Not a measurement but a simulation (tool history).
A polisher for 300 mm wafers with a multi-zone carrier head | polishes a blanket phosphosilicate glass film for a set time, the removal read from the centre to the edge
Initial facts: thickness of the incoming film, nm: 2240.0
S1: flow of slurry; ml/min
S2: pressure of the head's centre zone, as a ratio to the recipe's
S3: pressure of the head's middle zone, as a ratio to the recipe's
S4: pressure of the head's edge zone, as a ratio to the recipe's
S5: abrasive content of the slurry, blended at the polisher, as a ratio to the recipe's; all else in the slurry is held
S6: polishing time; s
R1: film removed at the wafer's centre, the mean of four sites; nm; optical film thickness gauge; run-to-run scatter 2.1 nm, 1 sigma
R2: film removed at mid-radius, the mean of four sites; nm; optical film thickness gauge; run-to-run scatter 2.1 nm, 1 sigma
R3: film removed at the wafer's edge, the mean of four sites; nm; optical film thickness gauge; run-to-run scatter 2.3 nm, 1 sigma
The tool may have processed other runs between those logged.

run   hour   S1    S2    S3    S4    S5  S6      R1      R2      R3
  1    0.0  310  1.00  1.00  1.00  1.00  39  440.82  472.90  485.86
  2    4.6  310  1.00  1.07  1.00  1.00  39  440.22  505.60  485.95
  3   11.6  370  1.00  1.07  1.00  1.00  39  444.44  505.54  486.66
  4   12.8  370  1.00  1.07  1.00  0.90  39  420.45  485.46  463.00
  5   16.0  370  1.00  1.07  1.00  0.90  44  481.40  545.08  521.49
  6   24.4  370  1.01  1.05  1.00  0.85  43  463.10  514.12  499.74
  7   25.2  370  1.02  1.03  1.00  0.80  42  439.10  476.98  468.96
      30.7  -- centre zone pressure recalibrated
  8   30.7  370  1.03  1.01  1.00  0.75  41  453.91  444.34  451.98
  9   37.7  370  1.02  0.99  0.99  0.70  40  426.39  413.20  415.74
 10   42.8  370  1.00  0.97  0.99  0.70  40  419.38  401.76  422.50
 11   48.7  370  0.98  0.96  0.98  0.70  40  414.35  391.61  418.79
 12   55.9  370  0.96  0.95  0.97  0.70  40  403.77  389.84  410.70
 13   63.6  370  0.94  0.94  0.96  0.70  40  396.95  389.71  417.82
 14   68.1  370  0.93  0.93  0.95  0.70  40  395.78  382.74  415.58
 15   74.2  370  0.92  0.92  0.94  0.70  40  393.23  378.51  412.15
 16   77.7  370  0.91  0.91  0.93  0.70  40  393.27  381.83  411.24
 17   81.1  365  0.90  0.90  0.92  0.70  40  386.95  375.50  405.66
 18   86.3  365  0.89  0.89  0.92  0.70  40  385.65  368.65  410.64
 19   91.6  360  0.88  0.88  0.91  0.70  40  377.51  369.63  406.61
 20   99.1  360  0.88  0.87  0.91  0.70  40  380.04  368.33  408.73
 21   99.8  365  0.88  0.87  0.91  0.70  40  381.48  364.63  402.37
 22  106.0  365  0.88  0.86  0.91  0.70  40  381.42  368.93  406.33

What does the tool deliver on the next run?
 23  111.4  280  0.94  0.81  0.90  0.50  34   ?   ?   ?

Logged for run 23: R1 269.76 nm, R2 236.63 nm, R3 278.12 nm.
